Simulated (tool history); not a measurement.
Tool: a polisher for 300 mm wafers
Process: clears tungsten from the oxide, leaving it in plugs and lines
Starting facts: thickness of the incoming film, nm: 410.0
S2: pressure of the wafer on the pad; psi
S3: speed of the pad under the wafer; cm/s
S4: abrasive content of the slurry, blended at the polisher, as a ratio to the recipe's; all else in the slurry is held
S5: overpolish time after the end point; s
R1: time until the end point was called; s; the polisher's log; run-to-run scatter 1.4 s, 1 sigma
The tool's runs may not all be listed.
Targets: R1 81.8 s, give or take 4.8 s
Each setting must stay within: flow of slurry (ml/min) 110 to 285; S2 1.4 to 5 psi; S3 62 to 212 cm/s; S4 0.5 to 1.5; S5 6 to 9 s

Run 1, hour 0: flow of slurry (ml/min) 180, S2 3.2 psi, S3 136 cm/s, S4 1, S5 9 s. Result: R1 61.559 s.
Run 2, hour 3.7: flow of slurry (ml/min) 180, S2 3.2 psi, S3 136 cm/s, S4 1, S5 6 s. Result: R1 58.677 s.
Run 3, hour 6.2: flow of slurry (ml/min) 180, S2 3.8 psi, S3 136 cm/s, S4 1, S5 6 s. Result: R1 50.568 s.
Run 4, hour 12.3: flow of slurry (ml/min) 180, S2 3.4 psi, S3 136 cm/s, S4 1, S5 6 s. Result: R1 55.682 s.
Run 5, hour 17.8: flow of slurry (ml/min) 180, S2 3.4 psi, S3 148 cm/s, S4 1, S5 6 s. Result: R1 51.604 s.
Run 6, hour 19.7: flow of slurry (ml/min) 180, S2 3 psi, S3 146 cm/s, S4 1, S5 6 s. Result: R1 60.474 s.
Run 7, hour 24.9: flow of slurry (ml/min) 180, S2 2.8 psi, S3 144 cm/s, S4 1, S5 6 s. Result: R1 63.977 s.
Run 8, hour 32.6: flow of slurry (ml/min) 180, S2 2.6 psi, S3 142 cm/s, S4 1, S5 6 s. Result: R1 69.075 s.
Run 9, hour 36.6: flow of slurry (ml/min) 180, S2 2.5 psi, S3 142 cm/s, S4 1, S5 6 s. Result: R1 74.151 s.

Which single option among these 5 for the next run brings every result within its allowed miss of target? Just one does.
Run A, hour 40.6: flow of slurry (ml/min) 250, S2 2.8 psi, S3 130 cm/s, S4 1.05, S5 7 s. Result: R1 ?.
Run B, hour 40.6: flow of slurry (ml/min) 180, S2 2.4 psi, S3 154 cm/s, S4 0.9, S5 7 s. Result: R1 ?.
Run C, hour 40.6: flow of slurry (ml/min) 200, S2 2.1 psi, S3 148 cm/s, S4 1, S5 6 s. Result: R1 ?.
Run D, hour 40.6: flow of slurry (ml/min) 170, S2 2.7 psi, S3 148 cm/s, S4 0.8, S5 8 s. Result: R1 ?.
Run E, hour 40.6: flow of slurry (ml/min) 180, S2 2.7 psi, S3 140 cm/s, S4 1.05, S5 6 s. Result: R1 ?.

move      R1
   A  68.098
   B  71.387
   C  81.717
   D   68.13
   E  67.911
A: the biggest miss grows against the last run
B: the biggest miss grows against the last run
C: every result within its allowed miss
D: the biggest miss grows against the last run
E: the biggest miss grows against the last run
C meets every target.

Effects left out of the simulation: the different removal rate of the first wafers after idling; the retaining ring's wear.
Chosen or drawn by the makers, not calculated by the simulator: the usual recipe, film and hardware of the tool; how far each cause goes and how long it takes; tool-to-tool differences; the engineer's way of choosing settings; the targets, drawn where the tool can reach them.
